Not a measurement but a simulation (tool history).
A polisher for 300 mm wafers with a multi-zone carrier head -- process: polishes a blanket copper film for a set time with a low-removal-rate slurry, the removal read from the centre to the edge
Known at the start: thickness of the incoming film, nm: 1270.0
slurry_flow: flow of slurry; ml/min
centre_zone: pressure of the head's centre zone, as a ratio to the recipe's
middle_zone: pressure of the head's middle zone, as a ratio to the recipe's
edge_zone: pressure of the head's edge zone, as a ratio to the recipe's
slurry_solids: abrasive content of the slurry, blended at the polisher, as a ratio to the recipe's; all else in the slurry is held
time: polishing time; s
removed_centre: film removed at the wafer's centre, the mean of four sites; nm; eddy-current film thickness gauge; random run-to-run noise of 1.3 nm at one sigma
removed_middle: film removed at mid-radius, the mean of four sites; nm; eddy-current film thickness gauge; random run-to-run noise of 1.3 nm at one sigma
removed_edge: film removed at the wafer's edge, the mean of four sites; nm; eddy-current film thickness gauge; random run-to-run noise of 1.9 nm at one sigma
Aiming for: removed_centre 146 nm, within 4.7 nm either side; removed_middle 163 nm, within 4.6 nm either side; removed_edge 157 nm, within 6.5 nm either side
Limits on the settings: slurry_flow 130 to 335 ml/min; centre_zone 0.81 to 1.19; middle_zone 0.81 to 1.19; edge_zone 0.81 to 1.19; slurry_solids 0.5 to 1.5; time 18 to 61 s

run 1 hour=0 | slurry_flow=215 centre_zone=1 middle_zone=1 edge_zone=1 slurry_solids=1 time=39 | removed_centre=112.76 removed_middle=109.76 removed_edge=108.48
run 2 hour=3.7 | slurry_flow=215 centre_zone=0.94 middle_zone=1 edge_zone=1 slurry_solids=1 time=39 | removed_centre=102.39 removed_middle=108.52 removed_edge=110.23
run 3 hour=6.7 | slurry_flow=170 centre_zone=0.94 middle_zone=1 edge_zone=1 slurry_solids=1 time=39 | removed_centre=97.698 removed_middle=104.49 removed_edge=107.58
run 4 hour=10.6 | slurry_flow=170 centre_zone=0.9 middle_zone=1 edge_zone=1 slurry_solids=1 time=39 | removed_centre=94.532 removed_middle=103.67 removed_edge=107.61
run 5 hour=18.5 | slurry_flow=170 centre_zone=0.9 middle_zone=0.93 edge_zone=1 slurry_solids=1 time=39 | removed_centre=96.084 removed_middle=97.603 removed_edge=105.78
run 6 hour=19.4 | slurry_flow=170 centre_zone=0.9 middle_zone=0.93 edge_zone=1 slurry_solids=1 time=44 | removed_centre=108.28 removed_middle=110.17 removed_edge=120.92
run 7 hour=19.9 | slurry_flow=200 centre_zone=0.94 middle_zone=1 edge_zone=1.05 slurry_solids=1.15 time=44 | removed_centre=118.79 removed_middle=122.43 removed_edge=126.09
run 8 hour=20.5 | slurry_flow=210 centre_zone=0.94 middle_zone=1.04 edge_zone=1.08 slurry_solids=1.25 time=46 | removed_centre=124.57 removed_middle=137.44 removed_edge=138.85
run 9 hour=28.2 | slurry_flow=230 centre_zone=0.96 middle_zone=1.06 edge_zone=1.11 slurry_solids=1.35 time=46 | removed_centre=131.93 removed_middle=142.75 removed_edge=143.72
run 10 hour=30 | slurry_flow=245 centre_zone=0.97 middle_zone=1.08 edge_zone=1.13 slurry_solids=1.4 time=46 | removed_centre=136.58 removed_middle=147.08 removed_edge=149.05
run 11 hour=31 | slurry_flow=295 centre_zone=0.99 middle_zone=1.18 edge_zone=1.14 slurry_solids=1.45 time=46 | removed_centre=142.59 removed_middle=164.17 removed_edge=150.45
run 12 hour=37.2 | slurry_flow=295 centre_zone=0.99 middle_zone=1.17 edge_zone=1.15 slurry_solids=1.45 time=46 | removed_centre=143.02 removed_middle=161.26 removed_edge=150.17

Which single option among these 5 for the next run brings every result within its allowed miss of target? Just one does.
run A hour=43.4 | slurry_flow=315 centre_zone=0.98 middle_zone=1.19 edge_zone=1.08 slurry_solids=1.5 time=45 | removed_centre=? removed_middle=? removed_edge=?
run B hour=43.4 | slurry_flow=260 centre_zone=1.02 middle_zone=1.19 edge_zone=1.06 slurry_solids=1.45 time=45 | removed_centre=? removed_middle=? removed_edge=?
run C hour=43.4 | slurry_flow=290 centre_zone=0.96 middle_zone=1.19 edge_zone=1.02 slurry_solids=1.45 time=46 | removed_centre=? removed_middle=? removed_edge=?
run D hour=43.4 | slurry_flow=310 centre_zone=0.95 middle_zone=1.11 edge_zone=1.12 slurry_solids=1.5 time=48 | removed_centre=? removed_middle=? removed_edge=?
run E hour=43.4 | slurry_flow=335 centre_zone=1.03 middle_zone=1.17 edge_zone=1.19 slurry_solids=1.5 time=43 | removed_centre=? removed_middle=? removed_edge=?

move=A removed_centre=140.61 removed_middle=164.3 removed_edge=146.84
move=B removed_centre=142.29 removed_middle=160 removed_edge=142.47
move=C removed_centre=138.7 removed_middle=165.65 removed_edge=144.44
move=D removed_centre=145.03 removed_middle=164.81 removed_edge=159.33
move=E removed_centre=142.14 removed_middle=155.54 removed_edge=147.7
A: further off than the last run
B: further off than the last run
C: further off than the last run
D: all results in spec
E: further off than the last run
Move D is the one to make.
